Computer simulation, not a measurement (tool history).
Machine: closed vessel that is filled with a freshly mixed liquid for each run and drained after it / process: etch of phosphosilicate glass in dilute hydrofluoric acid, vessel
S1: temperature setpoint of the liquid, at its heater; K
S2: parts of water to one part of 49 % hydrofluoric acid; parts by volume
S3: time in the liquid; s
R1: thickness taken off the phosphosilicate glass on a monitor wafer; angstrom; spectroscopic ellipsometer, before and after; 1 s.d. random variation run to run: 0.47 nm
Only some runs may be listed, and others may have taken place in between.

run    day      S1   S2  S3      R1
  1      0  297.15  200  85  350.56
  2  0.262  294.15  200  85   316.1
  3    0.4  296.15  185  85  370.79
  4  0.688  297.65  175  85  421.58
  5  0.742  295.65  175  85  392.48
  6  0.804  299.15  175  85  443.67
  7  1.112  300.15  165  85   494.4
  8  1.258  301.15  160  85  533.42
  9  1.383  301.65  155  85  563.81
 10  1.638  302.15  150  85  594.77

Run 11 is up next; what results do you expect?
 11  1.721  302.65  145  85   ?

R1: 633.09 angstrom
